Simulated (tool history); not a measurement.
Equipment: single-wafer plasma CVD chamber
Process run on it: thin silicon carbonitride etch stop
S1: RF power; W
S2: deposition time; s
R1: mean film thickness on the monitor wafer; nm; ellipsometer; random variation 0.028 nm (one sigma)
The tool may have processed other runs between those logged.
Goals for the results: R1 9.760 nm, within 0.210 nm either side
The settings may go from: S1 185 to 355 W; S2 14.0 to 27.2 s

run 1 hour=0.0 | S1=270 S2=20.6 | R1=12.397
run 2 hour=8.5 | S1=265 S2=20.2 | R1=12.108
run 3 hour=11.7 | S1=265 S2=23.0 | R1=13.836
run 4 hour=18.5 | S1=260 S2=22.4 | R1=13.329
run 5 hour=21.5 | S1=255 S2=21.9 | R1=12.878
run 6 hour=25.1 | S1=255 S2=24.4 | R1=14.379
run 7 hour=30.7 | S1=250 S2=23.7 | R1=13.863
run 8 hour=37.0 | S1=250 S2=23.7 | R1=13.823
-- hour=45.4 thermocouple changed; heater temperature recalibrated
run 9 hour=45.4 | S1=245 S2=23.1 | R1=13.368
run 10 hour=48.7 | S1=240 S2=22.6 | R1=12.970
run 11 hour=49.3 | S1=240 S2=22.6 | R1=13.007
run 12 hour=51.5 | S1=235 S2=22.1 | R1=12.469

5 candidate next runs follow, results not yet known. Just one meets every target within its allowed miss. Identify it.
run A hour=53.7 | S1=215 S2=20.3 | R1=?
run B hour=53.7 | S1=215 S2=19.0 | R1=?
run C hour=53.7 | S1=230 S2=18.3 | R1=?
run D hour=53.7 | S1=215 S2=18.7 | R1=?
run E hour=53.7 | S1=225 S2=17.6 | R1=?

move=A R1=11.001
move=B R1=10.297
move=C R1=10.261
move=D R1=10.134
move=E R1=9.761
A: gains on the last run, yet a result remains outside its allowed miss
B: gains on the last run, yet a result remains outside its allowed miss
C: gains on the last run, yet a result remains outside its allowed miss
D: gains on the last run, yet a result remains outside its allowed miss
E: each result inside its tolerance
Correct choice: E, which meets every target
